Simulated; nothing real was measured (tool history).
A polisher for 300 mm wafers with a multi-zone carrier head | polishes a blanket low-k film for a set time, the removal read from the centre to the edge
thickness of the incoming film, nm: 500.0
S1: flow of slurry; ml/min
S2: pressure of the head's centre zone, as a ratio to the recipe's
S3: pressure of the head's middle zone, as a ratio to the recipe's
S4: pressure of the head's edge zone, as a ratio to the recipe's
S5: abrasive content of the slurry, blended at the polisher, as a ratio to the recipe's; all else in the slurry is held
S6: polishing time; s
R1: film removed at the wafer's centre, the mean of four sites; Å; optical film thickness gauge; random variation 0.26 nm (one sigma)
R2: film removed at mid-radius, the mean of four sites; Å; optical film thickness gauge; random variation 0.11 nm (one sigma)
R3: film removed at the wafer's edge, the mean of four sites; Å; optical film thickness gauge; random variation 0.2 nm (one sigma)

run  hour   S1    S2    S3    S4    S5  S6      R1      R2      R3
  1     0  280     1     1     1     1  76  270.72  264.82  263.58
  2   5.4  275  1.01  0.96  0.95  0.85  71  226.41  211.37  213.86
  3   6.3  270  1.02  0.93   0.9  0.75  71  205.01  187.45  187.64
  4  11.5  270  1.02  0.93  0.83  0.75  71  205.53  185.45  179.89
  5  16.1  260  1.02  0.91  0.82   0.7  71  188.12  170.51  167.67
  6  16.8  260  1.02  0.91  0.82   0.5  71  126.37  110.22  110.36
  7  23.1  275  1.04  0.94  0.88  0.55  71  149.73  131.92  130.23
  8  26.4  355  1.07  0.93  0.98   0.5  71   133.8  114.19   118.1
  9  29.5  310  1.09  0.96  1.01  0.55  71  157.46   133.5  138.75

Run 10 comes next. What will it give?
 10  32.5  230  1.1   1  0.98  0.55  71   ?   ?   ?

Run 10 gave R1 150.03 Å, R2 136.19 Å, R3 134.63 Å.
